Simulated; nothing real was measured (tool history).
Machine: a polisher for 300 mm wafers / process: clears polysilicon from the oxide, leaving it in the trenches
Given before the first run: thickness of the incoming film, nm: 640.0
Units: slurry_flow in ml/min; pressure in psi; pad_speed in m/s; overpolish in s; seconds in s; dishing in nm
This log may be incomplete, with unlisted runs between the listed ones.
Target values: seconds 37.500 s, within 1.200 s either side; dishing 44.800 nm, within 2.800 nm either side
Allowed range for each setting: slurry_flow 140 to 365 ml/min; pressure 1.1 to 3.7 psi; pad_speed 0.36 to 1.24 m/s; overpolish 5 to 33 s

Run 1, hour 0.0: slurry_flow 235 ml/min, pressure 2.4 psi, pad_speed 0.80 m/s, overpolish 17 s. Result: seconds 58.978 s, dishing 44.694 nm.
Run 2, hour 1.3: slurry_flow 235 ml/min, pressure 2.7 psi, pad_speed 0.80 m/s, overpolish 17 s. Result: seconds 52.532 s, dishing 44.980 nm.
Run 3, hour 5.3: slurry_flow 235 ml/min, pressure 2.7 psi, pad_speed 0.80 m/s, overpolish 13 s. Result: seconds 52.726 s, dishing 43.163 nm.
Run 4, hour 6.0: slurry_flow 260 ml/min, pressure 2.7 psi, pad_speed 0.80 m/s, overpolish 13 s. Result: seconds 52.307 s, dishing 44.236 nm.
Run 5, hour 8.6: slurry_flow 260 ml/min, pressure 2.9 psi, pad_speed 0.80 m/s, overpolish 13 s. Result: seconds 49.161 s, dishing 44.224 nm.
Run 6, hour 13.2: slurry_flow 260 ml/min, pressure 2.9 psi, pad_speed 0.72 m/s, overpolish 13 s. Result: seconds 53.976 s, dishing 42.214 nm.
Run 7, hour 15.3: slurry_flow 260 ml/min, pressure 3.1 psi, pad_speed 0.74 m/s, overpolish 14 s. Result: seconds 48.835 s, dishing 45.997 nm.
Run 8, hour 23.2: slurry_flow 295 ml/min, pressure 3.5 psi, pad_speed 0.84 m/s, overpolish 6 s. Result: seconds 38.654 s, dishing 41.147 nm.

Below are 4 possible settings for the next run. Only one of them brings all results inside the allowed miss of their targets. Which is it?
Run A, hour 31.1: slurry_flow 215 ml/min, pressure 3.7 psi, pad_speed 0.84 m/s, overpolish 20 s. Result: seconds ?, dishing ?.
Run B, hour 31.1: slurry_flow 260 ml/min, pressure 3.2 psi, pad_speed 0.88 m/s, overpolish 5 s. Result: seconds ?, dishing ?.
Run C, hour 31.1: slurry_flow 320 ml/min, pressure 3.2 psi, pad_speed 0.88 m/s, overpolish 5 s. Result: seconds ?, dishing ?.
Run D, hour 31.1: slurry_flow 325 ml/min, pressure 3.5 psi, pad_speed 0.82 m/s, overpolish 5 s. Result: seconds ?, dishing ?.

move  seconds  dishing
   A   37.845   44.619
   B   41.174   36.570
   C   40.455   36.812
   D   39.270   37.213
A: each result inside its tolerance
B: moves away from the targets compared with the last run
C: moves away from the targets compared with the last run
D: moves away from the targets compared with the last run
A is the move that brings every result within its allowed miss.
